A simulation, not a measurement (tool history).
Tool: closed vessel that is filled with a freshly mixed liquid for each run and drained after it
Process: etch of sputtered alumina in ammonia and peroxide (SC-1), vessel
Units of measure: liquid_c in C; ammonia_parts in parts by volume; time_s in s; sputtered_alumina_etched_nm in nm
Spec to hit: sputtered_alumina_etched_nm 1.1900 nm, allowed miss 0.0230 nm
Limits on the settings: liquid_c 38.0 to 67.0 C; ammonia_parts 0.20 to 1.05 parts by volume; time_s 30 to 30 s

| run | hour | liquid_c | ammonia_parts | time_s | sputtered_alumina_etched_nm |
|---|---|---|---|---|---|
| 1 | 0.0 | 51.0 | 0.55 | 30 | 2.0957 |
| 2 | 5.5 | 47.5 | 0.55 | 30 | 1.7239 |
| 3 | 11.5 | 47.5 | 0.55 | 30 | 1.7306 |
| 4 | 19.4 | 45.0 | 0.55 | 30 | 1.4938 |
| 5 | 20.6 | 45.0 | 0.40 | 30 | 1.4533 |
| 6 | 23.3 | 45.0 | 0.30 | 30 | 1.4138 |
| 7 | 28.6 | 44.0 | 0.30 | 30 | 1.3337 |
| 8 | 31.9 | 43.5 | 0.30 | 30 | 1.3002 |
| 9 | 39.3 | 41.5 | 0.30 | 30 | 1.1525 |

Which single option among these 5 for the next run brings every result within its allowed miss of target? Just one does.
| A | 46.7 | 40.5 | 0.25 | 30 | ? |
| B | 46.7 | 41.5 | 0.45 | 30 | ? |
| C | 46.7 | 41.0 | 0.35 | 30 | ? |
| D | 46.7 | 40.0 | 0.50 | 30 | ? |
| E | 46.7 | 43.0 | 0.25 | 30 | ? |

| move | sputtered_alumina_etched_nm |
|---|---|
| A | 1.0656 |
| B | 1.1955 |
| C | 1.1334 |
| D | 1.1058 |
| E | 1.2329 |
A: lands further from the targets than the last run did
B: every result within its allowed miss
C: lands further from the targets than the last run did
D: lands further from the targets than the last run did
E: pushes the last run's worst result past its target
B is the move that brings every result within its allowed miss.
